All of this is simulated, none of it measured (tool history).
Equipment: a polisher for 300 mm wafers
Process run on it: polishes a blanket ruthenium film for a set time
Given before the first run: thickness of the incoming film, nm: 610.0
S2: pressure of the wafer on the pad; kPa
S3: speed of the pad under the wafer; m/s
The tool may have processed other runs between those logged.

{"run": 1, "day": 0.0, "flow of slurry (ml/min)": 270, "S2": 13.8, "S3": 0.96, "polishing time (s)": 51, "film removed (angstrom)": 477.6}
{"run": 2, "day": 0.171, "flow of slurry (ml/min)": 270, "S2": 12.4, "S3": 0.92, "polishing time (s)": 51, "film removed (angstrom)": 410.39}
{"run": 3, "day": 0.408, "flow of slurry (ml/min)": 270, "S2": 11.7, "S3": 0.9, "polishing time (s)": 51, "film removed (angstrom)": 379.33}
{"run": 4, "day": 0.462, "flow of slurry (ml/min)": 270, "S2": 11.0, "S3": 0.88, "polishing time (s)": 51, "film removed (angstrom)": 360.7}
{"run": 5, "day": 0.525, "flow of slurry (ml/min)": 310, "S2": 11.0, "S3": 0.88, "polishing time (s)": 51, "film removed (angstrom)": 352.27}
{"run": 6, "day": 0.658, "flow of slurry (ml/min)": 310, "S2": 10.3, "S3": 0.86, "polishing time (s)": 51, "film removed (angstrom)": 335.83}
{"run": 7, "day": 0.838, "flow of slurry (ml/min)": 310, "S2": 9.7, "S3": 0.84, "polishing time (s)": 51, "film removed (angstrom)": 302.46}

Run 8 is up next; what results do you expect?
{"run": 8, "day": 1.033, "flow of slurry (ml/min)": 310, "S2": 9.0, "S3": 0.82, "polishing time (s)": 51, "film removed (angstrom)": "?"}

{"run 8": {"film removed (angstrom)": 274.49}}
